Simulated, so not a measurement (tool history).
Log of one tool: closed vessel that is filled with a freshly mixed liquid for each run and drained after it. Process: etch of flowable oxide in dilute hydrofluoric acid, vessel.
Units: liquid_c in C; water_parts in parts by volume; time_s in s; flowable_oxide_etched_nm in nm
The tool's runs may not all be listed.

run,hour,liquid_c,water_parts,time_s,flowable_oxide_etched_nm
1,0.0,21.0,60,90,90.787
2,8.2,21.0,80,90,65.992
3,14.3,24.0,80,90,74.647
4,20.0,22.5,80,90,70.324
5,21.6,22.5,80,90,70.519
6,23.9,21.5,80,90,66.991

Forecast run 7:
7,27.7,21.0,80,90,?

Run 7 gave flowable_oxide_etched_nm 65.927 nm.
